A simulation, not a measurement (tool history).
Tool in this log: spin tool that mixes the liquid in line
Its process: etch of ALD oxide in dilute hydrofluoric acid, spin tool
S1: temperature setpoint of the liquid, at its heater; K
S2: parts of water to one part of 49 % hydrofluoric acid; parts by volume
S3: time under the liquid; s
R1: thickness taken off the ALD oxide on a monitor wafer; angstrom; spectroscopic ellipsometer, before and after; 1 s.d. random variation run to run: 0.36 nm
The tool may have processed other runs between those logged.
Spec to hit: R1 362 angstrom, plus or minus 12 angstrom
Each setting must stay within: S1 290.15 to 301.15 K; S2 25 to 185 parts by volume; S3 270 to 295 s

run 1 hour=0 | S1=293.15 S2=105 S3=270 | R1=223.8
run 2 hour=2.7 | S1=293.15 S2=85 S3=270 | R1=280.54
run 3 hour=11 | S1=294.15 S2=85 S3=270 | R1=290.73
run 4 hour=14.9 | S1=295.15 S2=85 S3=270 | R1=305.64
run 5 hour=18.9 | S1=295.65 S2=85 S3=270 | R1=311.42
run 6 hour=23.6 | S1=296.15 S2=85 S3=270 | R1=320.48
run 7 hour=24.8 | S1=296.65 S2=85 S3=270 | R1=330.5
run 8 hour=31.7 | S1=297.15 S2=85 S3=270 | R1=328.51
run 9 hour=33.3 | S1=297.65 S2=85 S3=270 | R1=331.59
run 10 hour=35.1 | S1=297.65 S2=85 S3=270 | R1=334.9
run 11 hour=38.6 | S1=298.15 S2=85 S3=270 | R1=345.56

Below are 4 possible settings for the next run. Only one of them brings all results inside the allowed miss of their targets. Which is it?
run A hour=42.1 | S1=296.15 S2=90 S3=295 | R1=?
run B hour=42.1 | S1=299.15 S2=90 S3=290 | R1=?
run C hour=42.1 | S1=299.15 S2=100 S3=285 | R1=?
run D hour=42.1 | S1=290.15 S2=65 S3=270 | R1=?

move=A R1=322.82
move=B R1=357.33
move=C R1=311.75
move=D R1=328.7
A: its largest miss is bigger than the last run's
B: each result inside its tolerance
C: its largest miss is bigger than the last run's
D: its largest miss is bigger than the last run's
B meets every target.

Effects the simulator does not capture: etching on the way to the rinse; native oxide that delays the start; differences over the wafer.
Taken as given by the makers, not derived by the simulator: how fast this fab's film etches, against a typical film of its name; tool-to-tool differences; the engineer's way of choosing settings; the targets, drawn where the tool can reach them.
